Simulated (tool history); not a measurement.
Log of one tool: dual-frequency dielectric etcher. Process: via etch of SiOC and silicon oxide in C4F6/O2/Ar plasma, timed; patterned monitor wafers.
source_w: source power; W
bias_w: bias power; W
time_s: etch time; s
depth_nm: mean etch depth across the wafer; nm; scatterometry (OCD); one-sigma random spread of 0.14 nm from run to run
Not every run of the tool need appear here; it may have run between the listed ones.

{"run": 1, "hour": 0.0, "source_w": 430, "bias_w": 146, "time_s": 81, "depth_nm": 80.855}
{"run": 2, "hour": 7.0, "source_w": 390, "bias_w": 139, "time_s": 81, "depth_nm": 74.748}
{"run": 3, "hour": 12.4, "source_w": 390, "bias_w": 139, "time_s": 84, "depth_nm": 77.329}
{"run": 4, "hour": 21.4, "source_w": 370, "bias_w": 138, "time_s": 84, "depth_nm": 74.793}
{"run": 5, "hour": 25.0, "source_w": 350, "bias_w": 137, "time_s": 84, "depth_nm": 71.635}
{"run": 6, "hour": 33.5, "source_w": 340, "bias_w": 137, "time_s": 84, "depth_nm": 70.161}

What does the tool deliver on the next run?
{"run": 7, "hour": 36.8, "source_w": 330, "bias_w": 137, "time_s": 84, "depth_nm": "?"}

Run 7 measured depth_nm 68.745 nm.
